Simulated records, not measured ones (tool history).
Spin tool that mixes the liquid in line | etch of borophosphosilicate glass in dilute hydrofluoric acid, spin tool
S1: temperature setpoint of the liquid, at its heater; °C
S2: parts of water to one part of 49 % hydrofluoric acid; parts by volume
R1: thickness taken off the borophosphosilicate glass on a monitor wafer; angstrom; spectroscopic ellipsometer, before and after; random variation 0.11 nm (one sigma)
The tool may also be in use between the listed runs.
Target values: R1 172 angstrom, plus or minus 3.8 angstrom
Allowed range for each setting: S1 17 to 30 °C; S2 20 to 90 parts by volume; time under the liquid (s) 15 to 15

Run 1, hour 0: S1 22 °C, S2 50 parts by volume, time under the liquid (s) 15. Result: R1 78.048 angstrom.
Run 2, hour 7.5: S1 22 °C, S2 35 parts by volume, time under the liquid (s) 15. Result: R1 114.42 angstrom.
Run 3, hour 15.4: S1 22 °C, S2 45 parts by volume, time under the liquid (s) 15. Result: R1 87.248 angstrom.
Run 4, hour 17.7: S1 23.5 °C, S2 40 parts by volume, time under the liquid (s) 15. Result: R1 105.9 angstrom.
Run 5, hour 21.5: S1 25 °C, S2 40 parts by volume, time under the liquid (s) 15. Result: R1 111.51 angstrom.
Run 6, hour 28.2: S1 25 °C, S2 40 parts by volume, time under the liquid (s) 15. Result: R1 112.25 angstrom.
Run 7, hour 31: S1 26 °C, S2 40 parts by volume, time under the liquid (s) 15. Result: R1 115.46 angstrom.
Run 8, hour 35.2: S1 27 °C, S2 40 parts by volume, time under the liquid (s) 15. Result: R1 120.36 angstrom.
Run 9, hour 36: S1 27.5 °C, S2 40 parts by volume, time under the liquid (s) 15. Result: R1 124.72 angstrom.
Run 10, hour 37.6: S1 28 °C, S2 40 parts by volume, time under the liquid (s) 15. Result: R1 126.08 angstrom.
Run 11, hour 41.8: S1 28.5 °C, S2 40 parts by volume, time under the liquid (s) 15. Result: R1 129.59 angstrom.

Pick the move, out of 4, that brings all results within their allowed miss; only one does.
Run A, hour 46: S1 29.5 °C, S2 35 parts by volume, time under the liquid (s) 15. Result: R1 ?.
Run B, hour 46: S1 30 °C, S2 30 parts by volume, time under the liquid (s) 15. Result: R1 ?.
Run C, hour 46: S1 28 °C, S2 30 parts by volume, time under the liquid (s) 15. Result: R1 ?.
Run D, hour 46: S1 24 °C, S2 30 parts by volume, time under the liquid (s) 15. Result: R1 ?.

move      R1
   A  155.07
   B  186.02
   C  171.61
   D  145.52
A: better than the last run, though not everything is in spec
B: takes the biggest miss from the last run beyond its target
C: in spec on every target
D: better than the last run, though not everything is in spec
The right move is C.
